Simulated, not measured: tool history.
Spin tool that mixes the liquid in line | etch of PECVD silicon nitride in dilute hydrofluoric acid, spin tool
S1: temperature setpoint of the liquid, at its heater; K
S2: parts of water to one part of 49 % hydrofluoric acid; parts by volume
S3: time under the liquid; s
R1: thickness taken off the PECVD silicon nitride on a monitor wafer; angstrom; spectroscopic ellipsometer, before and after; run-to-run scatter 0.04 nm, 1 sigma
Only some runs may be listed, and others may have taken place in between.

run  hour      S1   S2   S3      R1
  1     0  296.15  215  295  47.905
  2     4  294.65  225  295  43.833
  3   8.4  293.65  240  295  37.766
  4  14.1  293.65  270  295   33.44
  5    22  295.65  270  295  37.774
  6  24.8  294.65  270  295  35.185

The next listed run, before its measurement:
  7  26.7  293.65  270  295   ?

Run 7 measured R1 32.81 angstrom.
